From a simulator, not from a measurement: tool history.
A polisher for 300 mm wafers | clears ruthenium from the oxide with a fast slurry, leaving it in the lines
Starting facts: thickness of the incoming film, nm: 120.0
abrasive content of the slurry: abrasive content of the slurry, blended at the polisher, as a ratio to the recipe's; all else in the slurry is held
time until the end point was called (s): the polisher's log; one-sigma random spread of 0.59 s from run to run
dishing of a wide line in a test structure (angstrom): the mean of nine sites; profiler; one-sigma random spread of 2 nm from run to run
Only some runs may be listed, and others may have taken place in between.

run	hour	flow of slurry (ml/min)	pressure of the wafer on the pad (psi)	speed of the pad under the wafer (m/s)	abrasive content of the slurry	overpolish time after the end point (s)	time until the end point was called (s)	dishing of a wide line in a test structure (angstrom)
1	0.0	190	2.8	1.04	1.00	26	31.635	706.61
2	1.9	190	2.8	1.04	1.00	31	31.807	835.21
3	10.1	190	2.8	1.04	0.80	31	37.534	745.65
4	15.0	190	2.8	1.04	0.65	31	46.685	626.21
5	21.8	150	2.8	1.04	0.65	31	49.434	619.87
6	26.8	150	2.8	1.04	0.65	35	48.132	651.40
7	30.4	165	3.1	1.04	0.65	38	44.611	804.10
8	32.2	180	3.4	1.06	0.65	38	39.095	852.19
9	41.1	185	3.6	1.08	0.65	40	34.707	930.77
10	44.8	190	3.7	1.08	0.65	42	34.330	1002.20
11	48.2	195	3.8	1.08	0.65	43	32.920	1028.70

Run 12, settings as shown, results not yet in. Your forecast:
12	51.9	195	3.8	1.08	0.65	44	?	?

Run 12 produced time until the end point was called (s) 34.886, dishing of a wide line in a test structure (angstrom) 1036.60.
